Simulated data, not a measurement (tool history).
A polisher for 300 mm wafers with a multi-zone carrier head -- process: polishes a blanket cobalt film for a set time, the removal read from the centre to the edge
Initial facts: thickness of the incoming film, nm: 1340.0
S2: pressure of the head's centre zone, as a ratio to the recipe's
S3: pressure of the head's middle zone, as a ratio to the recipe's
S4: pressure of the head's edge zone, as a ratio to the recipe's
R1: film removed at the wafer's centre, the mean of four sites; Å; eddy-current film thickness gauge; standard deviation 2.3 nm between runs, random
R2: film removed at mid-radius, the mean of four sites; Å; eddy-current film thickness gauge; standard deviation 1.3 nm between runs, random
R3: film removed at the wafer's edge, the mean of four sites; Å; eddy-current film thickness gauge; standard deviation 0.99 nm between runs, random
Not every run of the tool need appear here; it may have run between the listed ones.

Run 1, day 0.000: flow of slurry (ml/min) 315, S2 1.00, S3 1.00, S4 1.00, polishing time (s) 42. Result: R1 2843.5 Å, R2 2571.8 Å, R3 2579.1 Å.
Run 2, day 0.108: flow of slurry (ml/min) 310, S2 1.01, S3 0.97, S4 0.96, polishing time (s) 35. Result: R1 2443.6 Å, R2 2035.8 Å, R3 2137.2 Å.
Run 3, day 0.162: flow of slurry (ml/min) 380, S2 1.01, S3 0.97, S4 0.96, polishing time (s) 35. Result: R1 2503.1 Å, R2 2162.3 Å, R3 2151.6 Å.
Run 4, day 0.238: flow of slurry (ml/min) 385, S2 1.00, S3 0.95, S4 0.92, polishing time (s) 30. Result: R1 2094.3 Å, R2 1773.5 Å, R3 1807.0 Å.
Run 5, day 0.342: flow of slurry (ml/min) 385, S2 1.00, S3 0.95, S4 0.88, polishing time (s) 30. Result: R1 2149.8 Å, R2 1786.0 Å, R3 1807.0 Å.
Run 6, day 0.512: flow of slurry (ml/min) 395, S2 1.00, S3 0.94, S4 0.87, polishing time (s) 27. Result: R1 1901.4 Å, R2 1574.4 Å, R3 1614.0 Å.
Run 7, day 0.642: flow of slurry (ml/min) 405, S2 1.00, S3 0.93, S4 0.85, polishing time (s) 26. Result: R1 1847.1 Å, R2 1530.6 Å, R3 1519.8 Å.

What will run 8 give?
At day 0.700: centre zone pressure recalibrated.
Run 8, day 0.700: flow of slurry (ml/min) 385, S2 0.97, S3 0.83, S4 0.82, polishing time (s) 23. Result: R1 ?, R2 ?, R3 ?.

Logged for run 8: R1 1450.4 Å, R2 1253.6 Å, R3 1335.5 Å.

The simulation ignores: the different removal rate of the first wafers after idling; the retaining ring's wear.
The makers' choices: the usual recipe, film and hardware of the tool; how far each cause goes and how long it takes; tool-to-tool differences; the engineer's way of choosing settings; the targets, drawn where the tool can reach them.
